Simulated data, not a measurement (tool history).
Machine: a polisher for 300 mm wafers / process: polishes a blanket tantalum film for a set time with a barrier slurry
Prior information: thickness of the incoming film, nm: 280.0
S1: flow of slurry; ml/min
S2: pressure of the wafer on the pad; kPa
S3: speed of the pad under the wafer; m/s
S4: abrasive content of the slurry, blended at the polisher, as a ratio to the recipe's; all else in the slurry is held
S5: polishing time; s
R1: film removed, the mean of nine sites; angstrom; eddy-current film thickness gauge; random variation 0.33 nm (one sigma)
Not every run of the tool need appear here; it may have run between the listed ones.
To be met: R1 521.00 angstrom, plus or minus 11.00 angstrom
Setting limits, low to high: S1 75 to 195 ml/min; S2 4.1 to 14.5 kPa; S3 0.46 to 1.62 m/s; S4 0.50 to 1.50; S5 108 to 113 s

run,hour,S1,S2,S3,S4,S5,R1
1,0.0,125,9.0,1.04,1.00,108,1222.70
2,4.5,125,9.0,1.04,1.00,108,1220.10
3,13.3,120,8.3,1.02,1.00,108,1124.60
4,17.6,120,7.6,0.98,1.00,108,1005.10
5,22.0,115,6.9,0.94,1.00,108,901.69
6,29.9,115,6.9,0.90,1.00,108,853.07
7,32.2,80,4.1,0.74,1.00,108,477.09
8,35.9,85,4.1,0.74,1.00,108,483.68

Which of these 5 next moves meets every target?
A,39.6,85,6.2,0.64,0.90,113,?
B,39.6,75,6.2,0.50,1.10,110,?
C,39.6,75,4.8,0.80,0.80,113,?
D,39.6,80,4.1,0.80,1.15,108,?
E,39.6,105,4.1,0.64,1.05,108,?

move,R1
A,545.42
B,448.67
C,522.33
D,543.29
E,444.26
A: the result that was furthest off in the last run now lies on the other side of its target
B: its largest miss is bigger than the last run's
C: each result inside its tolerance
D: the result that was furthest off in the last run now lies on the other side of its target
E: its largest miss is bigger than the last run's
Answer: C
